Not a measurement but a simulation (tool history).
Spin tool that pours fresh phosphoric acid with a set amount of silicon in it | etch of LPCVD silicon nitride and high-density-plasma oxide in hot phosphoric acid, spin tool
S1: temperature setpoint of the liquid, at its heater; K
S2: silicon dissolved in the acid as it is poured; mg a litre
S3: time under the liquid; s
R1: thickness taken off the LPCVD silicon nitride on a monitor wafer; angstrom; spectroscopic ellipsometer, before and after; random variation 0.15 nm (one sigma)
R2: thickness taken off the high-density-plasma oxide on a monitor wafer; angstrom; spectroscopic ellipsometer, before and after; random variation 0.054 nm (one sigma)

run 1 hour=0.0 | S1=432.15 S2=9.0 S3=165 | R1=150.96 R2=5.4777
run 2 hour=1.1 | S1=432.15 S2=4.5 S3=165 | R1=149.33 R2=6.1944
run 3 hour=6.7 | S1=432.65 S2=5.0 S3=170 | R1=156.24 R2=5.7976
run 4 hour=11.2 | S1=432.65 S2=4.5 S3=180 | R1=165.82 R2=5.5816
run 5 hour=18.9 | S1=432.15 S2=4.0 S3=190 | R1=170.11 R2=6.4560
run 6 hour=27.1 | S1=432.15 S2=3.5 S3=195 | R1=176.17 R2=6.6726
run 7 hour=34.0 | S1=432.15 S2=3.0 S3=200 | R1=179.04 R2=7.5413
run 8 hour=37.0 | S1=432.15 S2=2.5 S3=205 | R1=186.51 R2=7.1620
run 9 hour=46.0 | S1=432.15 S2=2.0 S3=210 | R1=188.31 R2=7.3324
run 10 hour=51.8 | S1=432.15 S2=2.0 S3=215 | R1=191.68 R2=7.5979
run 11 hour=58.4 | S1=432.15 S2=2.0 S3=220 | R1=198.25 R2=7.7053
run 12 hour=67.0 | S1=432.15 S2=2.0 S3=225 | R1=201.59 R2=8.1243

Run 13 comes next. What will it give?
run 13 hour=74.6 | S1=433.15 S2=1.0 S3=235 | R1=? R2=?

R1: 218.76 angstrom
R2: 8.6233 angstrom

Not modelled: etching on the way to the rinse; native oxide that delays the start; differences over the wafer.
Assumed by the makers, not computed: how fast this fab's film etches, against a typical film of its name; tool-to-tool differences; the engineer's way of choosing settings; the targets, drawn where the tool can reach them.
